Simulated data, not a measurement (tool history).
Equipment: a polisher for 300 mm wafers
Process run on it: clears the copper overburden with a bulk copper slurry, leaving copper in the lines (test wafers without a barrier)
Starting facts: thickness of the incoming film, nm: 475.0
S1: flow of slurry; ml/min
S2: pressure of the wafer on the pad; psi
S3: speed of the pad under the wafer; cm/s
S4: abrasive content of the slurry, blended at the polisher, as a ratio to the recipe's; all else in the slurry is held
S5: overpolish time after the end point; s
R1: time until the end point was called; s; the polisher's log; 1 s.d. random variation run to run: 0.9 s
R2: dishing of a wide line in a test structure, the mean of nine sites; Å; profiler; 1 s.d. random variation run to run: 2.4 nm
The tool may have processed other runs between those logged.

| run | hour | S1 | S2 | S3 | S4 | S5 | R1 | R2 |
|---|---|---|---|---|---|---|---|---|
| 1 | 0.0 | 180 | 1.9 | 104 | 1.00 | 16 | 82.922 | 616.23 |
| 2 | 7.8 | 180 | 2.0 | 106 | 1.00 | 17 | 77.162 | 703.35 |
| 3 | 16.3 | 180 | 2.0 | 106 | 0.90 | 17 | 79.521 | 695.89 |
| 4 | 17.3 | 180 | 2.0 | 106 | 0.80 | 17 | 81.204 | 705.58 |
| 5 | 21.7 | 180 | 2.1 | 108 | 0.80 | 17 | 75.793 | 743.33 |
| 6 | 29.7 | 180 | 2.1 | 108 | 0.95 | 17 | 75.826 | 713.99 |
| 7 | 32.1 | 180 | 2.2 | 112 | 0.95 | 18 | 70.714 | 801.41 |
| 8 | 36.3 | 180 | 2.3 | 114 | 0.95 | 18 | 62.566 | 827.64 |
| 9 | 37.9 | 180 | 2.4 | 114 | 0.95 | 19 | 61.504 | 886.70 |
| 10 | 42.3 | 180 | 2.5 | 116 | 0.95 | 20 | 56.478 | 995.12 |

Run 11, settings as shown, results not yet in. Your forecast:
| 11 | 49.5 | 180 | 2.9 | 118 | 0.95 | 22 | ? | ? |

Run 11 gave R1 50.716 s, R2 1196.70 Å.

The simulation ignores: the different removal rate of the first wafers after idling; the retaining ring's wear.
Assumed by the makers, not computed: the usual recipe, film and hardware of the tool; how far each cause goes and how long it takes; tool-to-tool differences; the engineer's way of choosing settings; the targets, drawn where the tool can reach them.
